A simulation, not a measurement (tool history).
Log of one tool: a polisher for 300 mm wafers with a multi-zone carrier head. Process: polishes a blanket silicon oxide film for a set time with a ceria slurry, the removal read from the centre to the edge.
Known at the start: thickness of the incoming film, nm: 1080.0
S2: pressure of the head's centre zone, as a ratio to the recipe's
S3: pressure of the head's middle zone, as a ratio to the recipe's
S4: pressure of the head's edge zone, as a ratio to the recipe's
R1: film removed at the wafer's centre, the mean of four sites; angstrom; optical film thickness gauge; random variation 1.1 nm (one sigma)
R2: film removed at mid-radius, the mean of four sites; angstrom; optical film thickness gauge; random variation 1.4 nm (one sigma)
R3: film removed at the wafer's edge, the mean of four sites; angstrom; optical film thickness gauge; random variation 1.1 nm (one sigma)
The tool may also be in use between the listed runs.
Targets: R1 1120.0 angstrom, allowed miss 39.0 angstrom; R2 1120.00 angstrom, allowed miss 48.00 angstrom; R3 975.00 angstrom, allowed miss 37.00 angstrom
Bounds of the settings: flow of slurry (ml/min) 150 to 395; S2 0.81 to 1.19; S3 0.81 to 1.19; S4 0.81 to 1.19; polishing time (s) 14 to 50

run 1 hour=0.0 | flow_of_slurry_(ml/min)=250 S2=1.00 S3=1.00 S4=1.00 polishing_time_(s)=32 | R1=1216.5 R2=1252.00 R3=1296.40
run 2 hour=5.0 | flow_of_slurry_(ml/min)=250 S2=1.00 S3=1.08 S4=1.00 polishing_time_(s)=32 | R1=1230.1 R2=1330.10 R3=1325.40
run 3 hour=13.5 | flow_of_slurry_(ml/min)=255 S2=1.01 S3=1.09 S4=0.98 polishing_time_(s)=31 | R1=1182.2 R2=1295.10 R3=1246.30
run 4 hour=15.9 | flow_of_slurry_(ml/min)=255 S2=1.02 S3=1.09 S4=0.96 polishing_time_(s)=31 | R1=1196.3 R2=1320.40 R3=1197.00
run 5 hour=23.7 | flow_of_slurry_(ml/min)=255 S2=1.08 S3=1.09 S4=0.96 polishing_time_(s)=31 | R1=1281.2 R2=1306.80 R3=1218.70
run 6 hour=30.8 | flow_of_slurry_(ml/min)=255 S2=1.08 S3=1.08 S4=0.94 polishing_time_(s)=31 | R1=1253.5 R2=1314.60 R3=1219.70
-- hour=32.5 slurry nozzle cleaned
run 7 hour=32.5 | flow_of_slurry_(ml/min)=260 S2=1.09 S3=1.08 S4=0.93 polishing_time_(s)=30 | R1=1311.8 R2=1281.90 R3=1203.50
run 8 hour=37.4 | flow_of_slurry_(ml/min)=255 S2=1.09 S3=1.08 S4=0.92 polishing_time_(s)=29 | R1=1274.6 R2=1283.60 R3=1161.40
run 9 hour=42.4 | flow_of_slurry_(ml/min)=245 S2=1.09 S3=1.02 S4=0.83 polishing_time_(s)=24 | R1=1039.5 R2=976.61 R3=922.45
run 10 hour=45.5 | flow_of_slurry_(ml/min)=255 S2=1.09 S3=1.03 S4=0.83 polishing_time_(s)=24 | R1=1054.0 R2=1030.10 R3=921.89
run 11 hour=52.7 | flow_of_slurry_(ml/min)=260 S2=1.09 S3=1.03 S4=0.84 polishing_time_(s)=24 | R1=1040.9 R2=1013.00 R3=922.12
run 12 hour=53.5 | flow_of_slurry_(ml/min)=270 S2=1.12 S3=1.11 S4=0.87 polishing_time_(s)=26 | R1=1169.9 R2=1164.00 R3=1012.30

Which of these 4 next moves meets every target?
run A hour=54.3 | flow_of_slurry_(ml/min)=280 S2=1.17 S3=1.03 S4=0.85 polishing_time_(s)=26 | R1=? R2=? R3=?
run B hour=54.3 | flow_of_slurry_(ml/min)=285 S2=1.11 S3=1.09 S4=0.84 polishing_time_(s)=25 | R1=? R2=? R3=?
run C hour=54.3 | flow_of_slurry_(ml/min)=235 S2=1.11 S3=1.18 S4=0.83 polishing_time_(s)=26 | R1=? R2=? R3=?
run D hour=54.3 | flow_of_slurry_(ml/min)=340 S2=1.14 S3=1.18 S4=0.81 polishing_time_(s)=26 | R1=? R2=? R3=?

move=A R1=1213.4 R2=1103.30 R3=1027.60
move=B R1=1108.5 R2=1108.20 R3=983.18
move=C R1=1135.1 R2=1206.10 R3=1005.00
move=D R1=1201.3 R2=1238.80 R3=1014.80
A: further off than the last run
B: meets every target
C: brings the result that was furthest off to its target, and leaves another outside
D: further off than the last run
Move B is the one to make.

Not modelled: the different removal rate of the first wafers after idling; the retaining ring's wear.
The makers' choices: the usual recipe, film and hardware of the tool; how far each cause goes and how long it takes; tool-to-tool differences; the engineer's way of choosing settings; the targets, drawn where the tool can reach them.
